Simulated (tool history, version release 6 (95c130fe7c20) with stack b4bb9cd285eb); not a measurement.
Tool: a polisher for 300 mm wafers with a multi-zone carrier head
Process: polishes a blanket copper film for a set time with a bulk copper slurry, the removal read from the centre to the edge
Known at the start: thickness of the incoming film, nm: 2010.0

| run | hour | flow of slurry (ml/min) | pressure of the head's centre zone | pressure of the head's middle zone | pressure of the head's edge zone | abrasive content of the slurry | polishing time (s) | film removed at the wafer's centre (Å) | film removed at mid-radius (Å) | film removed at the wafer's edge (Å) |
|---|---|---|---|---|---|---|---|---|---|---|
| 1 | 0 | 245 | 1 | 1 | 1 | 1 | 38 | 4966.3 | 4889.9 | 4796.8 |
| 2 | 2.9 | 255 | 1.05 | 0.99 | 1.06 | 1.15 | 39 | 5551 | 5357.4 | 5257.8 |
| 3 | 4 | 255 | 1.05 | 0.99 | 1.06 | 1.25 | 39 | 5652.4 | 5366.4 | 5445.9 |
| 4 | 6.7 | 225 | 1.05 | 0.99 | 1.06 | 1.25 | 39 | 5604 | 5303 | 5409.6 |
| 5 | 9.8 | 225 | 1.09 | 0.97 | 1.09 | 1.35 | 39 | 5861.7 | 5357.7 | 5601.4 |
| 6 | 17.4 | 240 | 1.12 | 0.95 | 1.12 | 1.4 | 39 | 6054.6 | 5307.4 | 5780.1 |

Run 7 comes next. What will it give?
| 7 | 25.5 | 250 | 1.14 | 0.95 | 1.13 | 1.45 | 39 | ? | ? | ? |

{"run 7": {"film removed at the wafer's centre (Å)": 6224.9, "film removed at mid-radius (Å)": 5323.9, "film removed at the wafer's edge (Å)": 5819.6}}
